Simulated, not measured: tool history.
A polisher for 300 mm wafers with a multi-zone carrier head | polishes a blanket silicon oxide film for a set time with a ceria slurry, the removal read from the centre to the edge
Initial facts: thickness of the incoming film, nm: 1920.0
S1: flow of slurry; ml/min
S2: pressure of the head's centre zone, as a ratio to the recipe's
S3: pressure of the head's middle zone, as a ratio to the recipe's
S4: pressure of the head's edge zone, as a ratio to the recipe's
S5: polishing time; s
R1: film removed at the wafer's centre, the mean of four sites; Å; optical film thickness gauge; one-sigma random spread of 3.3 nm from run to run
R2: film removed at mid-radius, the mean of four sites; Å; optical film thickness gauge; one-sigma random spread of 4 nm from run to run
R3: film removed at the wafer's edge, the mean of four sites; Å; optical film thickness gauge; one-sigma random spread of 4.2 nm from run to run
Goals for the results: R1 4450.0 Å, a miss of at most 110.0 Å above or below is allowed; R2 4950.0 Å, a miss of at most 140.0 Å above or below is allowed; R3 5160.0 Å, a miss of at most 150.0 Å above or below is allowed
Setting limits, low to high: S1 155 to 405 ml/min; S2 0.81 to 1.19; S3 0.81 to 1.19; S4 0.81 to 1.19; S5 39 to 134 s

run	hour	S1	S2	S3	S4	S5	R1	R2	R3
1	0.0	260	1.00	1.00	1.00	86	5263.6	5119.5	5067.2
2	3.6	260	0.93	1.00	1.00	86	4842.8	5086.2	4982.1
3	10.2	225	0.93	1.00	1.00	86	4783.9	4973.0	4963.6
4	11.0	220	0.92	1.00	1.02	86	4711.7	5016.7	4996.0
5	15.6	220	0.92	1.00	1.02	79	4283.9	4633.9	4609.0
6	19.6	230	0.92	1.00	1.05	79	4325.7	4534.4	4700.9
7	27.8	235	0.92	1.02	1.07	80	4436.1	4746.3	4824.1
8	28.5	240	0.92	1.03	1.09	80	4439.3	4772.9	4811.4
9	36.1	240	0.91	1.03	1.10	81	4372.7	4902.8	4899.3
10	42.7	240	0.91	1.03	1.11	81	4415.4	4856.2	5002.9
11	43.3	245	0.91	1.03	1.12	81	4493.2	4793.0	4964.2
12	45.7	245	0.91	1.03	1.13	81	4473.3	4887.4	4946.3

Of the 5 settings listed for the next run, only one would bring every result within its allowed miss of target. Which one?
A	48.1	260	0.89	1.09	1.10	83	?	?	?
B	48.1	280	0.94	1.06	1.08	77	?	?	?
C	48.1	265	0.93	1.08	1.05	78	?	?	?
D	48.1	290	0.92	1.07	1.10	79	?	?	?
E	48.1	205	0.88	1.00	1.09	86	?	?	?

move	R1	R2	R3
A	4469.7	5169.0	5052.0
B	4415.9	4715.5	4671.1
C	4399.8	4828.1	4645.8
D	4449.9	4893.3	4848.4
E	4444.2	4848.9	5115.3
A: the furthest-off result lands on target, but another misses its tolerance
B: lands further from the targets than the last run did
C: lands further from the targets than the last run did
D: lands further from the targets than the last run did
E: each result inside its tolerance
The move that meets every target is E.
